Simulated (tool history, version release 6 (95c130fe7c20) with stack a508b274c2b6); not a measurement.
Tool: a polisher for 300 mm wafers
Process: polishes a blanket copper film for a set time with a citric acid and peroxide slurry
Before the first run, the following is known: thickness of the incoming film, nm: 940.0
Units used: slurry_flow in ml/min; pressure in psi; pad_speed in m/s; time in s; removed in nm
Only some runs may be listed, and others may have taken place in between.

run 1 hour=0 | slurry_flow=305 pressure=2.4 pad_speed=1.2 slurry_solids=1 time=34 | removed=86.061
run 2 hour=5 | slurry_flow=305 pressure=2.4 pad_speed=1.2 slurry_solids=1.1 time=34 | removed=89.505
run 3 hour=13.4 | slurry_flow=340 pressure=2.4 pad_speed=1.2 slurry_solids=1.1 time=34 | removed=88.504
run 4 hour=20.4 | slurry_flow=340 pressure=2.4 pad_speed=0.98 slurry_solids=1.1 time=34 | removed=72.299
run 5 hour=24.4 | slurry_flow=340 pressure=2.4 pad_speed=0.98 slurry_solids=1.3 time=34 | removed=75.476
run 6 hour=27.6 | slurry_flow=340 pressure=2.6 pad_speed=0.98 slurry_solids=1.3 time=34 | removed=80.474
run 7 hour=31.1 | slurry_flow=340 pressure=2.8 pad_speed=0.98 slurry_solids=1.3 time=34 | removed=88.67
run 8 hour=33.4 | slurry_flow=340 pressure=2.9 pad_speed=0.98 slurry_solids=1.3 time=34 | removed=91.586
run 9 hour=40.2 | slurry_flow=340 pressure=3 pad_speed=0.98 slurry_solids=1.3 time=34 | removed=92.596

Predict the results of run 10:
run 10 hour=46.6 | slurry_flow=340 pressure=3.1 pad_speed=0.98 slurry_solids=1.3 time=34 | removed=?

{"run 10": {"removed": 96.74}}
